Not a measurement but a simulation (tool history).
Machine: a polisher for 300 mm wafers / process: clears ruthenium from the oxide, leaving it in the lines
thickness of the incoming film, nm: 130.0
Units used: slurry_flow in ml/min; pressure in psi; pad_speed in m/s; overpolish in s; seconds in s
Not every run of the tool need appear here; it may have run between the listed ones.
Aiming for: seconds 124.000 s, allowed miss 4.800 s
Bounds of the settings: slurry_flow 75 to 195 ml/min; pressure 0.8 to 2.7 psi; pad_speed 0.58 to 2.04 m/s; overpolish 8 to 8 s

run,day,slurry_flow,pressure,pad_speed,overpolish,seconds
1,0.000,125,1.7,1.30,8,96.649
2,0.242,145,1.7,1.30,8,95.278
3,0.446,145,1.7,1.30,8,94.296
4,0.571,140,1.6,1.30,8,98.818
5,0.950,140,2.0,1.30,8,82.591
6,1.296,140,1.8,1.28,8,90.361
7,1.433,135,1.6,1.28,8,102.310
8,1.650,130,1.5,1.28,8,105.300
9,1.812,130,1.1,1.26,8,134.440

Which single option among these 5 for the next run brings every result within its allowed miss of target? Just one does.
A,1.975,115,1.1,1.28,8,?
B,1.975,140,1.0,1.38,8,?
C,1.975,130,1.1,1.46,8,?
D,1.975,130,0.9,1.38,8,?
E,1.975,160,1.0,1.12,8,?

move,seconds
A,135.510
B,133.680
C,122.160
D,144.810
E,149.340
A: misses by more than the last run did
B: nearer than the last run, and not there yet
C: all results land within tolerance of their targets
D: misses by more than the last run did
E: misses by more than the last run did
C is the move that brings every result within its allowed miss.
